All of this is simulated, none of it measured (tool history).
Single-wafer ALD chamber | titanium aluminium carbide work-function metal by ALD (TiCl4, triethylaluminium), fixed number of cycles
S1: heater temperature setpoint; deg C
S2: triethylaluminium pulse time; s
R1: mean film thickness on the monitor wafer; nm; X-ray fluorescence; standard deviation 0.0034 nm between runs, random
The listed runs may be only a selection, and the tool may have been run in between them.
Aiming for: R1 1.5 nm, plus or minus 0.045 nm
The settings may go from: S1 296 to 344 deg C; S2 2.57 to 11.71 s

run	hour	S1	S2	R1
1	0	320	7.14	1.8535
2	2.8	315	7.14	1.82
3	5	315	6.26	1.7579
4	13.2	315	4.58	1.589
5	20.4	315	5.96	1.7376
6	21.8	319	5.96	1.764
7	26.9	315	5.45	1.6867
8	30.2	313	4.93	1.6198
9	35.7	311	4.69	1.5729
10	38.2	310	4.58	1.5527

4 candidate next runs follow, results not yet known. Just one meets every target within its allowed miss. Identify it.
A	40.7	311	4.23	?
B	40.7	321	4.44	?
C	40.7	312	4.72	?
D	40.7	304	5.03	?

move	R1
A	1.5175
B	1.605
C	1.5913
D	1.5815
A: hits every target within its allowed miss
B: lands further from the targets than the last run did
C: lands further from the targets than the last run did
D: lands further from the targets than the last run did
Correct choice: A, which meets every target
